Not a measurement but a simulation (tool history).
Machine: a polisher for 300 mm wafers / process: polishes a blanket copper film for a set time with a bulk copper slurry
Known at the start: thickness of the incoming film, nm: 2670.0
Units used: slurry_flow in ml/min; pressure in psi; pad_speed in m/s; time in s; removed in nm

run  hour  slurry_flow  pressure  pad_speed  slurry_solids  time  removed
  1     0          190       2.7       0.92              1    53   511.56
  2   4.9          190       2.6       0.92              1    53   502.81
  3  12.7          190       2.6       1.04              1    53   539.31
  4  16.8          150       2.6       1.04              1    53   537.03
  5  24.2          150       2.5       1.02              1    53   515.02
  6  25.3          150       2.4          1              1    53   476.79
  7  28.9          150       2.3       0.98              1    53    468.1

What does the tool deliver on the next run?
  8  31.6          150       2.2       0.96              1    53        ?

removed: 433.06 nm

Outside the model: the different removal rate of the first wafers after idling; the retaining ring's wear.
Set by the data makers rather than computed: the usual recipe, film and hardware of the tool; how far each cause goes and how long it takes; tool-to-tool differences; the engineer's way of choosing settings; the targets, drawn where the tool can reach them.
